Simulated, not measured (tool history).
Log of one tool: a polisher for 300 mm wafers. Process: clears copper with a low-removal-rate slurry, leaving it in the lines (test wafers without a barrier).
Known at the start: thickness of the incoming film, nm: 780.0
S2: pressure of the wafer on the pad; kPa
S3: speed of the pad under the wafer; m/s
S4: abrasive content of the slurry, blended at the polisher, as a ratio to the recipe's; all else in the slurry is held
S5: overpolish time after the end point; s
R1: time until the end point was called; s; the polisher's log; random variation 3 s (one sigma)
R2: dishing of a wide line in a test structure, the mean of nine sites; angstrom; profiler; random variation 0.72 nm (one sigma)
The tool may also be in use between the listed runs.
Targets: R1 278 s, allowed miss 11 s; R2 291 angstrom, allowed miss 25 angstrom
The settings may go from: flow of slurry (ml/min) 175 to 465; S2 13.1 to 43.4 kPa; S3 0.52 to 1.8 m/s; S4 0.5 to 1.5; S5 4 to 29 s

run 1 hour=0 | flow_of_slurry_(ml/min)=295 S2=28.3 S3=1.16 S4=1 S5=15 | R1=150.46 R2=309.46
run 2 hour=1.8 | flow_of_slurry_(ml/min)=295 S2=26.2 S3=1.14 S4=1 S5=16 | R1=165.31 R2=300.87
run 3 hour=7.9 | flow_of_slurry_(ml/min)=295 S2=26.2 S3=1.14 S4=1 S5=10 | R1=167.04 R2=242.7
run 4 hour=8.6 | flow_of_slurry_(ml/min)=295 S2=24.1 S3=1.12 S4=1 S5=12 | R1=181.04 R2=251.48
run 5 hour=14.1 | flow_of_slurry_(ml/min)=295 S2=24.1 S3=1.12 S4=0.85 S5=12 | R1=185.4 R2=268.93
run 6 hour=15.5 | flow_of_slurry_(ml/min)=295 S2=22.8 S3=1.12 S4=0.85 S5=13 | R1=199.07 R2=256.05
run 7 hour=23.6 | flow_of_slurry_(ml/min)=295 S2=21.4 S3=1.12 S4=0.85 S5=14 | R1=212.62 R2=251.13
run 8 hour=31.5 | flow_of_slurry_(ml/min)=295 S2=20.7 S3=1.12 S4=0.85 S5=15 | R1=215.7 R2=261.69
run 9 hour=34.6 | flow_of_slurry_(ml/min)=295 S2=20 S3=1.12 S4=0.85 S5=16 | R1=223.4 R2=250.41

Which of these 5 next moves meets every target?
run A hour=37.7 | flow_of_slurry_(ml/min)=285 S2=22.8 S3=0.72 S4=0.8 S5=23 | R1=? R2=?
run B hour=37.7 | flow_of_slurry_(ml/min)=270 S2=20.7 S3=1.26 S4=1.05 S5=11 | R1=? R2=?
run C hour=37.7 | flow_of_slurry_(ml/min)=255 S2=29.6 S3=1.16 S4=0.6 S5=10 | R1=? R2=?
run D hour=37.7 | flow_of_slurry_(ml/min)=255 S2=16.5 S3=1.08 S4=0.85 S5=12 | R1=? R2=?
run E hour=37.7 | flow_of_slurry_(ml/min)=345 S2=16.5 S3=1.1 S4=0.9 S5=13 | R1=? R2=?

move=A R1=282.24 R2=302.07
move=B R1=198.5 R2=251.47
move=C R1=162.89 R2=268.91
move=D R1=287.44 R2=211.37
move=E R1=272.74 R2=228.95
A: meets every target
B: further off than the last run
C: further off than the last run
D: brings the result that was furthest off to its target, and leaves another outside
E: brings the result that was furthest off to its target, and leaves another outside
The right move is A.
